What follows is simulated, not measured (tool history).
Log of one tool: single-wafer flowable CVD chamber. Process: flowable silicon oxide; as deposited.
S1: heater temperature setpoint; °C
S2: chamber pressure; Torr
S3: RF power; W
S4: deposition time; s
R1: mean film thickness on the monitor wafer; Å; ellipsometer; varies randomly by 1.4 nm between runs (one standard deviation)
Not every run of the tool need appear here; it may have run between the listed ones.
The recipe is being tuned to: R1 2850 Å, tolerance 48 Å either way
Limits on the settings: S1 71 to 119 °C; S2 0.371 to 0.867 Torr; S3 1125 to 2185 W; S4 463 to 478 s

run,hour,S1,S2,S3,S4,R1
1,0,95,0.619,1655,463,2006.2
2,3.5,93,0.619,1655,463,2152.4
3,8.6,103,0.619,1655,463,1507.3
4,11.9,103,0.559,1655,463,1375.5
5,14.6,110,0.559,1655,463,1084.1
6,21.8,106,0.559,1655,463,1226.3
7,29.5,102,0.559,1655,463,1425.3
8,32.1,99,0.559,1655,463,1568.9
9,39.1,96,0.559,1655,463,1741.7
10,44.7,94,0.559,1655,463,1875.8
# hour 51.7: thermocouple changed; heater temperature recalibrated
11,51.7,92,0.559,1655,463,2321.1
12,59.6,91,0.559,1655,463,2413.4
13,64.5,90,0.559,1655,463,2477.3
14,73.2,88,0.559,1655,463,2649
15,78.5,87,0.559,1655,463,2732.7

5 candidate next runs follow, results not yet known. Just one meets every target within its allowed miss. Identify it.
A,83.8,90,0.583,2075,463,?
B,83.8,87,0.567,1615,474,?
C,83.8,88,0.561,1660,478,?
D,83.8,83,0.42,1780,478,?
E,83.8,88,0.607,1640,478,?

move,R1
A,2715.8
B,2838.6
C,2759.9
D,2515.2
E,2972.9
A: its largest miss is bigger than the last run's
B: every result lands within tolerance
C: gains on the last run, yet a result remains outside its allowed miss
D: its largest miss is bigger than the last run's
E: takes the biggest miss from the last run beyond its target
B is the move that brings every result within its allowed miss.

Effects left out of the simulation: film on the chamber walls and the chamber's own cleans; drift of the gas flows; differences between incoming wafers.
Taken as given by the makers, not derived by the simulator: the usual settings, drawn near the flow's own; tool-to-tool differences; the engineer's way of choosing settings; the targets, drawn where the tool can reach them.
